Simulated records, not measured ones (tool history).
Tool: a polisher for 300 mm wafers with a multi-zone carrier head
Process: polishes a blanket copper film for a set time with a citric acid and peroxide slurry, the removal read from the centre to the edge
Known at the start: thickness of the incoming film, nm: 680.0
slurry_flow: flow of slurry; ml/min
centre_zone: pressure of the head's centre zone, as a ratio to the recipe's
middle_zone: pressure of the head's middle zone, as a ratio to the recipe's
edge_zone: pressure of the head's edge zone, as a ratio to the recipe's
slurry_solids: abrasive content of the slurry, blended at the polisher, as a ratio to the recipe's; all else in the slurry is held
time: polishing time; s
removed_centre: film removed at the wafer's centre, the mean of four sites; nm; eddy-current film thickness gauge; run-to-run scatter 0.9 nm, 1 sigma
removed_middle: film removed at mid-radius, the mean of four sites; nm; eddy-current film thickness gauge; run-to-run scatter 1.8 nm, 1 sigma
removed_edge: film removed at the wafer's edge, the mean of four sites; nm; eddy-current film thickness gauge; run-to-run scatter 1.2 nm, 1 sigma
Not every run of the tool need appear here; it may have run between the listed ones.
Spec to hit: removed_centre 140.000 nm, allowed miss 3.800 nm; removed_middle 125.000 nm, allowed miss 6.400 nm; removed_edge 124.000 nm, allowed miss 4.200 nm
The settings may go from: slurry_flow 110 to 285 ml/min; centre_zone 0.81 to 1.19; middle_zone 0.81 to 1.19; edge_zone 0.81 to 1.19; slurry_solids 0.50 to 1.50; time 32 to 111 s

run,hour,slurry_flow,centre_zone,middle_zone,edge_zone,slurry_solids,time,removed_centre,removed_middle,removed_edge
1,0.0,180,1.00,1.00,1.00,1.00,71,93.472,95.435,92.678
2,2.2,180,1.00,1.00,1.00,0.85,71,90.045,89.716,89.707
3,7.1,180,1.03,1.00,1.00,0.85,71,91.832,90.022,87.622
4,10.6,185,1.04,0.99,1.01,0.90,72,96.087,92.746,91.962
5,17.3,190,1.05,0.99,1.02,0.95,72,98.685,93.310,93.128
6,20.9,195,1.06,0.99,1.03,1.00,73,102.940,95.848,98.134
7,23.2,200,1.07,1.00,1.04,1.05,73,105.480,99.554,101.310
8,28.4,205,1.08,1.01,1.04,1.10,73,108.370,100.770,101.150
9,33.7,210,1.09,1.02,1.05,1.15,73,111.490,105.740,103.430
10,36.7,255,1.19,0.99,1.15,1.40,75,134.920,110.240,120.170
11,44.5,255,1.19,1.00,1.15,1.40,75,136.470,111.190,119.750

Exercise: of the 5 proposed moves below, exactly one satisfies all targets within the stated allowed misses. Which move is it?
A,52.3,285,1.09,0.99,1.00,1.50,81,?,?,?
B,52.3,265,1.07,1.04,1.11,1.25,84,?,?,?
C,52.3,265,1.19,1.15,0.94,1.50,80,?,?,?
D,52.3,185,1.18,1.19,0.96,1.35,81,?,?,?
E,52.3,265,1.14,1.18,1.10,1.45,79,?,?,?

move,removed_centre,removed_middle,removed_edge
A,138.180,122.410,123.860
B,132.580,124.800,127.680
C,148.110,136.360,117.910
D,138.230,132.780,113.630
E,138.770,136.380,124.450
A: all results land within tolerance of their targets
B: meets the target for the result that was furthest off, but another lies outside its allowed miss
C: pushes the last run's worst result past its target
D: pushes the last run's worst result past its target
E: pushes the last run's worst result past its target
The move that meets every target is A.
